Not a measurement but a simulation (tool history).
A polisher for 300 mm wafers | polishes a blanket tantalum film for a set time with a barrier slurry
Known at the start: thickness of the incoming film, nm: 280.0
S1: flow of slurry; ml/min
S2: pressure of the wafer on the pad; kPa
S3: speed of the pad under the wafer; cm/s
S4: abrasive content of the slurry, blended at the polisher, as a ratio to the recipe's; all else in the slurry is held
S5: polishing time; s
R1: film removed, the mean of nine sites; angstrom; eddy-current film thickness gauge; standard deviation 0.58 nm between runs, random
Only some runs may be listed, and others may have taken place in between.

{"run": 1, "hour": 0.0, "S1": 165, "S2": 14.5, "S3": 84, "S4": 1.0, "S5": 38, "R1": 579.31}
{"run": 2, "hour": 4.2, "S1": 165, "S2": 14.5, "S3": 84, "S4": 1.0, "S5": 35, "R1": 531.16}
{"run": 3, "hour": 7.3, "S1": 170, "S2": 15.9, "S3": 84, "S4": 1.0, "S5": 35, "R1": 576.04}
{"run": 4, "hour": 11.9, "S1": 170, "S2": 17.2, "S3": 86, "S4": 1.0, "S5": 35, "R1": 621.15}
{"run": 5, "hour": 17.9, "S1": 170, "S2": 17.2, "S3": 86, "S4": 1.2, "S5": 35, "R1": 646.8}
{"run": 6, "hour": 18.6, "S1": 170, "S2": 15.9, "S3": 86, "S4": 1.2, "S5": 35, "R1": 603.17}
{"run": 7, "hour": 24.7, "S1": 170, "S2": 15.9, "S3": 86, "S4": 1.2, "S5": 35, "R1": 607.99}
{"run": 8, "hour": 28.3, "S1": 175, "S2": 17.2, "S3": 88, "S4": 1.2, "S5": 35, "R1": 662.15}
{"run": 9, "hour": 29.4, "S1": 175, "S2": 17.9, "S3": 90, "S4": 1.2, "S5": 35, "R1": 690.18}
{"run": 10, "hour": 31.3, "S1": 175, "S2": 18.6, "S3": 92, "S4": 1.2, "S5": 35, "R1": 725.83}
{"run": 11, "hour": 36.2, "S1": 210, "S2": 22.1, "S3": 94, "S4": 1.2, "S5": 35, "R1": 858.41}
{"run": 12, "hour": 40.7, "S1": 210, "S2": 22.1, "S3": 94, "S4": 1.2, "S5": 35, "R1": 862.62}
{"run": 13, "hour": 42.3, "S1": 210, "S2": 22.1, "S3": 96, "S4": 1.2, "S5": 35, "R1": 868.12}
{"run": 14, "hour": 48.6, "S1": 210, "S2": 22.1, "S3": 96, "S4": 1.2, "S5": 35, "R1": 881.07}

Estimate the outcome of run 15 from the log above:
{"run": 15, "hour": 53.0, "S1": 210, "S2": 22.1, "S3": 96, "S4": 1.2, "S5": 35, "R1": "?"}

For run 15 the tool returned R1 876.00 angstrom.
